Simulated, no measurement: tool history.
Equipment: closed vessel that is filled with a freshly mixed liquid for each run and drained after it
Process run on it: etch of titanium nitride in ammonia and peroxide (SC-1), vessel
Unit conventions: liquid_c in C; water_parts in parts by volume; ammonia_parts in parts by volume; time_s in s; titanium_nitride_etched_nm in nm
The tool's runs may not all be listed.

run 1 hour=0 | liquid_c=48 water_parts=8 ammonia_parts=0.55 time_s=35 | titanium_nitride_etched_nm=2.4623
run 2 hour=2.1 | liquid_c=53.5 water_parts=8 ammonia_parts=0.55 time_s=35 | titanium_nitride_etched_nm=3.6063
run 3 hour=7.9 | liquid_c=51.5 water_parts=8 ammonia_parts=0.55 time_s=35 | titanium_nitride_etched_nm=3.1608
run 4 hour=11.6 | liquid_c=51.5 water_parts=9.5 ammonia_parts=0.55 time_s=35 | titanium_nitride_etched_nm=2.8868
run 5 hour=18.9 | liquid_c=46.5 water_parts=9.5 ammonia_parts=0.55 time_s=35 | titanium_nitride_etched_nm=2.0037
run 6 hour=27.9 | liquid_c=42 water_parts=9.5 ammonia_parts=0.55 time_s=35 | titanium_nitride_etched_nm=1.4666
run 7 hour=28.8 | liquid_c=42.5 water_parts=9.5 ammonia_parts=0.55 time_s=35 | titanium_nitride_etched_nm=1.5405

The next listed run, before its measurement:
run 8 hour=35.6 | liquid_c=43 water_parts=9.5 ammonia_parts=0.55 time_s=35 | titanium_nitride_etched_nm=?

Run 8 gave titanium_nitride_etched_nm 1.5506 nm.

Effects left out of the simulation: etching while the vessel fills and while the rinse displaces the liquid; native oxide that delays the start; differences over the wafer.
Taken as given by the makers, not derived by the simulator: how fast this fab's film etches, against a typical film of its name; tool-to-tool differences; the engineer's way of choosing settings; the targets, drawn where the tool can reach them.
